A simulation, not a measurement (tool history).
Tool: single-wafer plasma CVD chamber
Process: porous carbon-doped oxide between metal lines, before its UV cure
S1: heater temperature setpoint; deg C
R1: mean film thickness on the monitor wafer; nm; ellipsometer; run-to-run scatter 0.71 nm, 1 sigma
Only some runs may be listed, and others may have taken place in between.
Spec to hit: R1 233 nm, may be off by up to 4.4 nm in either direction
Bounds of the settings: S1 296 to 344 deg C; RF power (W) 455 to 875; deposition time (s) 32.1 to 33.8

run 1 hour=0 | S1=320 RF_power_(W)=665 deposition_time_(s)=33.8 | R1=187.78
run 2 hour=6.2 | S1=317 RF_power_(W)=680 deposition_time_(s)=33.8 | R1=195.17
run 3 hour=11.6 | S1=317 RF_power_(W)=615 deposition_time_(s)=33.8 | R1=178.06
run 4 hour=13.8 | S1=308 RF_power_(W)=615 deposition_time_(s)=33.8 | R1=187.59
run 5 hour=19.3 | S1=307 RF_power_(W)=630 deposition_time_(s)=33.8 | R1=193.39
run 6 hour=27 | S1=306 RF_power_(W)=645 deposition_time_(s)=33.8 | R1=198.2
run 7 hour=27.6 | S1=306 RF_power_(W)=645 deposition_time_(s)=33.8 | R1=197.8
run 8 hour=32.1 | S1=305 RF_power_(W)=655 deposition_time_(s)=33.8 | R1=200.93
run 9 hour=36.3 | S1=304 RF_power_(W)=665 deposition_time_(s)=33.8 | R1=205.57
run 10 hour=40.2 | S1=303 RF_power_(W)=675 deposition_time_(s)=33.8 | R1=209.15
run 11 hour=43 | S1=302 RF_power_(W)=680 deposition_time_(s)=33.8 | R1=211.27
run 12 hour=48.6 | S1=301 RF_power_(W)=685 deposition_time_(s)=33.8 | R1=214.52
run 13 hour=54.2 | S1=300 RF_power_(W)=690 deposition_time_(s)=33.8 | R1=217.59
run 14 hour=56.6 | S1=300 RF_power_(W)=695 deposition_time_(s)=33.8 | R1=218.57
run 15 hour=58.4 | S1=300 RF_power_(W)=700 deposition_time_(s)=33.8 | R1=221.52
run 16 hour=60.3 | S1=300 RF_power_(W)=705 deposition_time_(s)=33.8 | R1=221.04
run 17 hour=64.7 | S1=300 RF_power_(W)=710 deposition_time_(s)=33.8 | R1=223.37
run 18 hour=69.8 | S1=298 RF_power_(W)=720 deposition_time_(s)=33.8 | R1=229.47

Which single option among these 5 for the next run brings every result within its allowed miss of target? Just one does.
run A hour=74.9 | S1=300 RF_power_(W)=710 deposition_time_(s)=33.8 | R1=?
run B hour=74.9 | S1=297 RF_power_(W)=740 deposition_time_(s)=32.1 | R1=?
run C hour=74.9 | S1=297 RF_power_(W)=730 deposition_time_(s)=33.8 | R1=?
run D hour=74.9 | S1=302 RF_power_(W)=715 deposition_time_(s)=33.8 | R1=?
run E hour=74.9 | S1=326 RF_power_(W)=865 deposition_time_(s)=33.7 | R1=?

move=A R1=222
move=B R1=222.69
move=C R1=231.52
move=D R1=220.57
move=E R1=223.7
A: lands further from the targets than the last run did
B: lands further from the targets than the last run did
C: each result inside its tolerance
D: lands further from the targets than the last run did
E: lands further from the targets than the last run did
Go with C: it meets all targets.
